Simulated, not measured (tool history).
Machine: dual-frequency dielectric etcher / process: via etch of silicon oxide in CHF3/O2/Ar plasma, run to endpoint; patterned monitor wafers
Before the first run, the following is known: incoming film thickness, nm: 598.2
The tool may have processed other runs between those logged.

run	hour	source power (kW)	bias power (kW)	endpoint time (s)
1	0.0	0.820	0.135	311.08
2	1.5	0.920	0.135	301.97
3	8.4	0.820	0.119	318.58
4	14.0	0.820	0.139	311.26
5	22.4	0.820	0.153	311.91
6	24.6	0.700	0.153	326.41
7	33.2	0.640	0.133	352.29

Run 8 has not been measured yet. What should we expect?
8	34.2	0.610	0.131	?

endpoint time (s): 356.40
